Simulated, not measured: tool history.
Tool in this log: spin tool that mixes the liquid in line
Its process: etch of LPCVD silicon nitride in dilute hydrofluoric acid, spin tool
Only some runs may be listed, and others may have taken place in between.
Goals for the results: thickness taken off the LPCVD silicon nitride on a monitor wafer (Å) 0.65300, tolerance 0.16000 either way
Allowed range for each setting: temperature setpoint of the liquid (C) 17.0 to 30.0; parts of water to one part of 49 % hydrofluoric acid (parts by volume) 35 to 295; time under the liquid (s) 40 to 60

| run | hour | temperature setpoint of the liquid (C) | parts of water to one part of 49 % hydrofluoric acid (parts by volume) | time under the liquid (s) | thickness taken off the LPCVD silicon nitride on a monitor wafer (Å) |
|---|---|---|---|---|---|
| 1 | 0.0 | 22.0 | 165 | 60 | 1.53540 |
| 2 | 0.9 | 21.5 | 175 | 60 | 1.42390 |
| 3 | 2.2 | 21.0 | 185 | 60 | 1.30400 |
| 4 | 3.6 | 18.0 | 185 | 60 | 0.97473 |
| 5 | 4.6 | 18.0 | 165 | 60 | 1.15750 |
| 6 | 8.4 | 21.0 | 165 | 60 | 1.36580 |
| 7 | 11.3 | 20.5 | 175 | 60 | 1.24090 |
| 8 | 13.1 | 20.0 | 180 | 60 | 1.27120 |
| 9 | 19.0 | 19.5 | 190 | 60 | 1.07560 |
| 10 | 26.6 | 19.5 | 195 | 60 | 1.13620 |

4 next moves are on the table. One of them brings every result within its allowed miss. Which?
| A | 34.2 | 21.0 | 210 | 60 | ? |
| B | 34.2 | 18.0 | 210 | 40 | ? |
| C | 34.2 | 21.5 | 215 | 60 | ? |
| D | 34.2 | 19.5 | 200 | 60 | ? |

| move | thickness taken off the LPCVD silicon nitride on a monitor wafer (Å) |
|---|---|
| A | 1.24070 |
| B | 0.67917 |
| C | 1.25230 |
| D | 1.17950 |
A: moves away from the targets compared with the last run
B: all results land within tolerance of their targets
C: moves away from the targets compared with the last run
D: moves away from the targets compared with the last run
B is the move that brings every result within its allowed miss.
